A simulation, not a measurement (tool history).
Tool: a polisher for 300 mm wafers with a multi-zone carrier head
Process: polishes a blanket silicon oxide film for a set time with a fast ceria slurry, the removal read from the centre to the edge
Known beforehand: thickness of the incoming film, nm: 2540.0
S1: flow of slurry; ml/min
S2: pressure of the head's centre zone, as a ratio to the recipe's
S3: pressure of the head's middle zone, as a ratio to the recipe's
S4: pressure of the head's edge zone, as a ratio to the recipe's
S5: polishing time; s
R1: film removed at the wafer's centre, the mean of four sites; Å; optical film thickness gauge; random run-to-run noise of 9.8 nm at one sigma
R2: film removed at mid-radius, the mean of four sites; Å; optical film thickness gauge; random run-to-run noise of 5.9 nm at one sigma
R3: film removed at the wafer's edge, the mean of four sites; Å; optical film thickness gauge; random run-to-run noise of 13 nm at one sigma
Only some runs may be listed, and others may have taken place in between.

| run | hour | S1 | S2 | S3 | S4 | S5 | R1 | R2 | R3 |
|---|---|---|---|---|---|---|---|---|---|
| 1 | 0.0 | 270 | 1.00 | 1.00 | 1.00 | 51 | 7730.5 | 8149.8 | 7989.0 |
| 2 | 8.2 | 270 | 1.00 | 1.00 | 1.00 | 57 | 8425.8 | 9120.1 | 8768.2 |
| 3 | 12.3 | 230 | 1.00 | 1.00 | 1.00 | 57 | 8354.0 | 8998.8 | 8752.7 |
| 4 | 18.8 | 230 | 0.94 | 1.00 | 1.00 | 57 | 8069.3 | 8890.8 | 8818.6 |
| 5 | 19.3 | 235 | 0.96 | 0.99 | 1.01 | 57 | 8119.7 | 8865.5 | 8991.5 |
| 6 | 23.1 | 240 | 0.98 | 0.98 | 1.02 | 57 | 8253.8 | 8803.5 | 8843.5 |
| 7 | 27.9 | 240 | 0.98 | 0.98 | 1.02 | 57 | 8403.4 | 8798.5 | 8907.4 |
| 8 | 36.3 | 245 | 0.99 | 0.98 | 1.03 | 57 | 8421.2 | 8777.2 | 9076.7 |
| 9 | 39.4 | 250 | 1.00 | 0.98 | 1.04 | 57 | 8536.2 | 8908.1 | 8875.3 |
| 10 | 44.5 | 250 | 1.00 | 0.97 | 1.05 | 58 | 8615.3 | 8847.1 | 9221.4 |

The next listed run, before its measurement:
| 11 | 46.4 | 255 | 1.01 | 0.97 | 1.06 | 58 | ? | ? | ? |

Run 11 produced R1 8875.3 Å, R2 8932.7 Å, R3 9250.2 Å.
